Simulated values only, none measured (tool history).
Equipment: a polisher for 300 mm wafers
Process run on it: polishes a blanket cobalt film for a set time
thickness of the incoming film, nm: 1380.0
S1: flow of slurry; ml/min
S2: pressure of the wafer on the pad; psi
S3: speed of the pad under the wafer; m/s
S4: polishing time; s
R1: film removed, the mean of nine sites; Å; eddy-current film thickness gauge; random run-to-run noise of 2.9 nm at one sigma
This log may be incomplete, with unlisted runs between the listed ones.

Run 1, hour 0: S1 215 ml/min, S2 1.3 psi, S3 1.14 m/s, S4 83 s. Result: R1 3726.4 Å.
Run 2, hour 2.8: S1 215 ml/min, S2 1.3 psi, S3 1.3 m/s, S4 83 s. Result: R1 4163.4 Å.
Run 3, hour 5.5: S1 215 ml/min, S2 1 psi, S3 1.3 m/s, S4 83 s. Result: R1 3503.9 Å.
Run 4, hour 14: S1 215 ml/min, S2 1.3 psi, S3 1.3 m/s, S4 83 s. Result: R1 4159.8 Å.
Run 5, hour 17.1: S1 215 ml/min, S2 1.2 psi, S3 1.24 m/s, S4 83 s. Result: R1 3922.4 Å.
Run 6, hour 25: S1 215 ml/min, S2 1.1 psi, S3 1.16 m/s, S4 83 s. Result: R1 3382.3 Å.
Run 7, hour 32.4: S1 215 ml/min, S2 1 psi, S3 1.12 m/s, S4 83 s. Result: R1 3052.7 Å.

Run 8 has not been measured yet. What should we expect?
Run 8, hour 35: S1 215 ml/min, S2 0.9 psi, S3 1.08 m/s, S4 83 s. Result: R1 ?.

Run 8 measured R1 2717.2 Å.
